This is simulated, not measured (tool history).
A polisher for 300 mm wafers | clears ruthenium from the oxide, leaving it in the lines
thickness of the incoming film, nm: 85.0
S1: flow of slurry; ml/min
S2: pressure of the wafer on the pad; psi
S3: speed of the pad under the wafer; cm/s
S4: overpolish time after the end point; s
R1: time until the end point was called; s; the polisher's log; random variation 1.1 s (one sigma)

run	hour	S1	S2	S3	S4	R1
1	0	155	1.7	90	11	109.07
2	6.9	155	1.9	92	11	99.874
3	14.2	155	1.9	70	11	127.56
4	22.3	160	2.1	78	11	104.28
5	25	160	2.1	78	11	103.15
6	25.8	165	2.3	82	11	91.862
7	31	165	2.4	86	11	87.293

The next listed run, before its measurement:
8	32.1	165	2.5	92	11	?

Run 8 gave R1 81.786 s.
